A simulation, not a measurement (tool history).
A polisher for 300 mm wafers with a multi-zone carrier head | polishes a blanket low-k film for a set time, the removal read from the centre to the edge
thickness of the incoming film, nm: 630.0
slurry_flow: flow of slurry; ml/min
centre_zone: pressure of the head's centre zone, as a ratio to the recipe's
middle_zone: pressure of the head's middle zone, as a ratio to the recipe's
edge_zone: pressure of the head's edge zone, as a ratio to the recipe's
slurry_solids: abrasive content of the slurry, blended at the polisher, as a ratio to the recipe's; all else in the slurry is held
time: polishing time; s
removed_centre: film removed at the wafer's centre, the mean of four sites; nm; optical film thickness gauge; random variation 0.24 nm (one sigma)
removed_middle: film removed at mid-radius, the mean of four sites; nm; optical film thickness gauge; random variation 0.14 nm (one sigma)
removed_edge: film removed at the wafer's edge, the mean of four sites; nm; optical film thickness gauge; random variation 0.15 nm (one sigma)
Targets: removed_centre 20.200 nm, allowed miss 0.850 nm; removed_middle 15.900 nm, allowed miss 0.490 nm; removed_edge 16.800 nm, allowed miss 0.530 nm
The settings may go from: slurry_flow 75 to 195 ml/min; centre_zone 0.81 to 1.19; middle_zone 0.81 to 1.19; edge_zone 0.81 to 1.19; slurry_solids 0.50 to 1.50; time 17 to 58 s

run,hour,slurry_flow,centre_zone,middle_zone,edge_zone,slurry_solids,time,removed_centre,removed_middle,removed_edge
1,0.0,125,1.00,1.00,1.00,1.00,37,10.318,10.343,10.127
2,4.5,125,1.00,1.00,1.00,1.20,37,11.608,11.213,11.414
3,12.9,125,0.93,1.00,1.00,1.20,37,10.814,11.309,11.500
4,19.4,130,0.96,1.00,1.01,1.25,38,11.688,11.988,12.110
5,20.9,135,0.99,0.99,1.01,1.30,39,12.639,12.506,12.531
6,23.9,130,1.01,0.98,1.01,1.35,40,13.830,12.869,13.068
7,27.2,130,1.03,0.98,1.02,1.35,41,14.104,13.349,13.436
8,32.8,135,1.05,0.97,1.03,1.35,42,14.761,13.531,14.008
9,40.0,140,1.07,0.97,1.03,1.35,42,15.323,13.643,14.090
10,47.6,145,1.09,0.97,1.04,1.35,42,15.917,13.703,13.993
11,51.0,150,1.10,0.97,1.05,1.35,42,16.212,13.550,14.392
12,51.7,155,1.11,0.98,1.06,1.35,42,16.065,13.924,14.711
13,52.7,160,1.12,0.98,1.06,1.35,42,16.835,14.190,14.778
14,54.5,165,1.13,0.98,1.07,1.35,42,16.680,14.351,14.615
15,59.2,165,1.14,0.98,1.07,1.35,42,17.014,14.152,14.509
16,64.7,190,1.19,0.99,1.17,1.50,42,19.022,15.044,16.036

Which of these 4 next moves meets every target?
A,70.2,195,1.13,0.90,1.19,1.50,43,?,?,?
B,70.2,190,1.16,0.97,1.16,1.45,42,?,?,?
C,70.2,190,1.19,0.97,1.14,1.40,46,?,?,?
D,70.2,155,1.11,0.88,1.19,1.20,51,?,?,?

move,removed_centre,removed_middle,removed_edge
A,18.980,14.686,16.607
B,18.687,14.891,15.768
C,20.686,16.064,16.893
D,19.045,14.839,17.268
A: further off than the last run
B: further off than the last run
C: meets every target
D: further off than the last run
Move C is the one to make.

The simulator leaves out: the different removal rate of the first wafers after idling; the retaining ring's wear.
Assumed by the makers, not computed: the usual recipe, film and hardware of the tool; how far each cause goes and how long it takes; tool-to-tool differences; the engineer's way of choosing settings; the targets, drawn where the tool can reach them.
